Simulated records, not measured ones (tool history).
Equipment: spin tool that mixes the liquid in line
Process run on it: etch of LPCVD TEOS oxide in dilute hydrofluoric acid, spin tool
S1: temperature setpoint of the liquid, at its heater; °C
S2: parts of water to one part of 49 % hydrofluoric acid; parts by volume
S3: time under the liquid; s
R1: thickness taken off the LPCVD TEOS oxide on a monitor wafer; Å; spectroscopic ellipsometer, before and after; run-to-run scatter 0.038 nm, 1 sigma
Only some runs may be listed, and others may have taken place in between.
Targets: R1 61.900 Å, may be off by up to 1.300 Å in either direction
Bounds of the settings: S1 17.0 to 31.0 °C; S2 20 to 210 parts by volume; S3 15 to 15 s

run	day	S1	S2	S3	R1
1	0.000	23.0	115	15	33.878
2	0.029	25.5	105	15	41.441
3	0.367	27.0	100	15	46.354
4	0.667	28.0	95	15	52.007
5	0.888	28.0	95	15	50.975
6	1.029	28.0	95	15	51.597
7	1.088	29.0	95	15	53.508
8	1.129	29.5	95	15	54.159
9	1.342	31.0	85	15	64.901
10	1.625	30.5	85	15	63.887

5 candidate next runs follow, results not yet known. Just one meets every target within its allowed miss. Identify it.
A	1.908	29.5	85	15	?
B	1.908	29.5	80	15	?
C	1.908	29.0	80	15	?
D	1.908	27.5	75	15	?
E	1.908	31.0	85	15	?

move	R1
A	61.935
B	66.281
C	65.020
D	65.892
E	65.558
A: each result inside its tolerance
B: the biggest miss grows against the last run
C: the biggest miss grows against the last run
D: the biggest miss grows against the last run
E: the biggest miss grows against the last run
A meets every target.

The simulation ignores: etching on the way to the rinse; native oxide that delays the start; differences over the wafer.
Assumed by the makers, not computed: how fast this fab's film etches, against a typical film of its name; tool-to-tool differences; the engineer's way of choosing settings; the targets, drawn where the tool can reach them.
